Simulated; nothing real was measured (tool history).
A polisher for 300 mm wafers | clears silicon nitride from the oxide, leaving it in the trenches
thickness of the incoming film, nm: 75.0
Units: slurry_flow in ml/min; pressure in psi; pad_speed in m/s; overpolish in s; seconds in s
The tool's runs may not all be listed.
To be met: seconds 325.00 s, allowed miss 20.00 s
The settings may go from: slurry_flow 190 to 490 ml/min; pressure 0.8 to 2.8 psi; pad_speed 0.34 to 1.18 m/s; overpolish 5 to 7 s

| run | day | slurry_flow | pressure | pad_speed | overpolish | seconds |
|---|---|---|---|---|---|---|
| 1 | 0.000 | 315 | 1.8 | 0.76 | 7 | 164.76 |
| 2 | 0.221 | 315 | 1.7 | 0.74 | 7 | 173.54 |
| 3 | 0.500 | 315 | 1.3 | 0.74 | 7 | 223.54 |
| 4 | 0.642 | 280 | 1.3 | 0.74 | 7 | 222.62 |
| 5 | 0.775 | 280 | 1.7 | 0.74 | 7 | 175.84 |
| 6 | 0.896 | 280 | 1.7 | 0.74 | 7 | 176.38 |
| 7 | 1.250 | 280 | 1.6 | 0.72 | 7 | 189.31 |
| 8 | 1.454 | 280 | 1.5 | 0.70 | 7 | 204.12 |
| 9 | 1.675 | 280 | 1.4 | 0.68 | 7 | 220.93 |
| 10 | 1.925 | 280 | 1.3 | 0.68 | 7 | 238.59 |
| 11 | 2.042 | 280 | 0.8 | 0.64 | 7 | 365.12 |

Which of these 4 next moves meets every target?
| A | 2.158 | 295 | 0.8 | 0.58 | 7 | ? |
| B | 2.158 | 255 | 0.8 | 0.54 | 7 | ? |
| C | 2.158 | 275 | 1.2 | 0.58 | 7 | ? |
| D | 2.158 | 310 | 1.0 | 0.58 | 5 | ? |

| move | seconds |
|---|---|
| A | 367.05 |
| B | 386.57 |
| C | 267.40 |
| D | 307.25 |
A: as far off as the last run
B: further off than the last run
C: takes the result that was furthest off past its target
D: meets every target
Answer: D
